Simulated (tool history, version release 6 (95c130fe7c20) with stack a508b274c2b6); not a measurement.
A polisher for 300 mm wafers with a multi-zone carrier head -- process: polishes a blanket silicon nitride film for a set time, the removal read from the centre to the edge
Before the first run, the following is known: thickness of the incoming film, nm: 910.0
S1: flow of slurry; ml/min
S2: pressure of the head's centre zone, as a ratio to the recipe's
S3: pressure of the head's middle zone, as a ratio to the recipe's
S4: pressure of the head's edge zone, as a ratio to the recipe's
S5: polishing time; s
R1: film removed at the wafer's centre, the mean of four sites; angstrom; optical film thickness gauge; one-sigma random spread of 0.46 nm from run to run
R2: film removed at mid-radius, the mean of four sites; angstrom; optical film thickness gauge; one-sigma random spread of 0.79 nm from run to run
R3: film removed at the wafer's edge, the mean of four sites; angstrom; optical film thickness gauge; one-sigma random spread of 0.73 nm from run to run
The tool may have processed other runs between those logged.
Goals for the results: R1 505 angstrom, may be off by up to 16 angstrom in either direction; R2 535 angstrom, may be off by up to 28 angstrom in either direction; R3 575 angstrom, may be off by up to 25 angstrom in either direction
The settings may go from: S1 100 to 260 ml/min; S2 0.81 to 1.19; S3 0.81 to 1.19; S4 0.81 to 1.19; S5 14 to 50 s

run 1 hour=0 | S1=165 S2=1 S3=1 S4=1 S5=32 | R1=678.79 R2=684.96 R3=708.57
run 2 hour=2.8 | S1=165 S2=1 S3=1 S4=1 S5=26 | R1=551.39 R2=559.92 R3=564.03
run 3 hour=5.4 | S1=165 S2=1 S3=1 S4=1 S5=20 | R1=426.27 R2=428.48 R3=443.66
run 4 hour=9.7 | S1=165 S2=1 S3=1 S4=0.96 S5=20 | R1=432.1 R2=436.04 R3=434.73
run 5 hour=14.4 | S1=165 S2=1.07 S3=1 S4=0.96 S5=20 | R1=456.88 R2=436.67 R3=438.62
run 6 hour=14.9 | S1=170 S2=1.05 S3=1.01 S4=1.01 S5=21 | R1=463.36 R2=457.54 R3=467.06
run 7 hour=21.2 | S1=180 S2=1.04 S3=1.02 S4=1.05 S5=22 | R1=497.83 R2=479.78 R3=501.8
run 8 hour=24.9 | S1=180 S2=1.02 S3=1.03 S4=1.08 S5=23 | R1=499.38 R2=510.52 R3=527.69
run 9 hour=31.7 | S1=180 S2=1.01 S3=1.03 S4=1.1 S5=23 | R1=503.96 R2=508.09 R3=528.34
run 10 hour=40.3 | S1=180 S2=1.01 S3=1.03 S4=1.1 S5=23 | R1=506.65 R2=506.17 R3=524.41

4 next moves are on the table. One of them brings every result within its allowed miss. Which?
run A hour=48.9 | S1=165 S2=1.08 S3=1.06 S4=0.97 S5=22 | R1=? R2=? R3=?
run B hour=48.9 | S1=165 S2=0.93 S3=0.99 S4=1.13 S5=25 | R1=? R2=? R3=?
run C hour=48.9 | S1=150 S2=1.03 S3=0.85 S4=1.19 S5=24 | R1=? R2=? R3=?
run D hour=48.9 | S1=185 S2=1.02 S3=1.1 S4=1.07 S5=23 | R1=? R2=? R3=?

move=A R1=504.41 R2=482.14 R3=476.69
move=B R1=500.96 R2=524.34 R3=578.52
move=C R1=518.58 R2=451.17 R3=563.68
move=D R1=509.69 R2=524.68 R3=524.99
A: misses by more than the last run did
B: meets every target
C: brings the result that was furthest off to its target, and leaves another outside
D: about the same distance from the targets as the last run
The move that meets every target is B.
